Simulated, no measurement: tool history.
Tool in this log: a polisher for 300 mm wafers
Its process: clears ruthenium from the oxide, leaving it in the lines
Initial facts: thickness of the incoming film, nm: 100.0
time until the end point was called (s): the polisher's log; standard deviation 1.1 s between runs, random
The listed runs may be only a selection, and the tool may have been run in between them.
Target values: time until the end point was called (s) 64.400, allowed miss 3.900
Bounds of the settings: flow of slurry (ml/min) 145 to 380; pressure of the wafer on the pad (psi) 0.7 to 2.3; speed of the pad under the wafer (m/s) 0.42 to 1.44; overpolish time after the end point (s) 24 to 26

run,hour,flow of slurry (ml/min),pressure of the wafer on the pad (psi),speed of the pad under the wafer (m/s),overpolish time after the end point (s),time until the end point was called (s)
1,0.0,245,1.5,0.92,24,118.380
2,7.7,245,1.6,0.94,24,108.810
3,13.3,190,1.6,0.94,24,112.500
4,15.4,190,1.7,0.96,24,103.140
5,23.5,190,1.7,1.06,24,91.035
6,24.0,190,1.7,0.92,24,106.850
7,30.0,190,1.8,0.94,24,99.298
8,33.8,190,1.9,0.96,24,90.636
9,34.3,190,2.0,0.98,24,82.785
10,41.6,190,2.3,1.04,24,71.482
11,46.4,190,2.3,1.06,24,69.607
12,47.5,190,2.3,1.08,24,67.523

Exactly one of the 4 candidate moves below puts every result within its allowed miss. Which one?
A,48.6,145,2.3,1.32,24,?
B,48.6,145,2.3,1.04,24,?
C,48.6,195,2.3,1.02,24,?
D,48.6,205,2.2,1.18,26,?

move,time until the end point was called (s)
A,59.541
B,75.144
C,73.246
D,65.954
A: carries the result that was furthest off beyond its target, to the other side
B: its largest miss is bigger than the last run's
C: its largest miss is bigger than the last run's
D: all results land within tolerance of their targets
D meets every target.
